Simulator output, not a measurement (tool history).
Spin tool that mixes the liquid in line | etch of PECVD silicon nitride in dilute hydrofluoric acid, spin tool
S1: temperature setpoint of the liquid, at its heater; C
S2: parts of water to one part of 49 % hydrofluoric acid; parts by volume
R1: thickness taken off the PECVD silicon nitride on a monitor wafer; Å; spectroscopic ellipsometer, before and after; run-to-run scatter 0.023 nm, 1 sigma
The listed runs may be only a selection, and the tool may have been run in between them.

{"run": 1, "hour": 0.0, "S1": 23, "S2": 50, "time under the liquid (s)": 35, "R1": 20.968}
{"run": 2, "hour": 7.8, "S1": 24, "S2": 50, "time under the liquid (s)": 35, "R1": 22.163}
{"run": 3, "hour": 11.0, "S1": 24.5, "S2": 50, "time under the liquid (s)": 35, "R1": 23.428}
{"run": 4, "hour": 14.3, "S1": 25, "S2": 50, "time under the liquid (s)": 35, "R1": 23.973}
{"run": 5, "hour": 20.3, "S1": 21.5, "S2": 50, "time under the liquid (s)": 35, "R1": 18.829}
{"run": 6, "hour": 22.1, "S1": 22.5, "S2": 50, "time under the liquid (s)": 35, "R1": 19.974}
{"run": 7, "hour": 30.9, "S1": 23.5, "S2": 50, "time under the liquid (s)": 35, "R1": 21.666}
{"run": 8, "hour": 37.9, "S1": 24, "S2": 50, "time under the liquid (s)": 35, "R1": 22.236}

For run 9, what comes out?
{"run": 9, "hour": 39.1, "S1": 24.5, "S2": 50, "time under the liquid (s)": 35, "R1": "?"}

R1: 22.891 Å
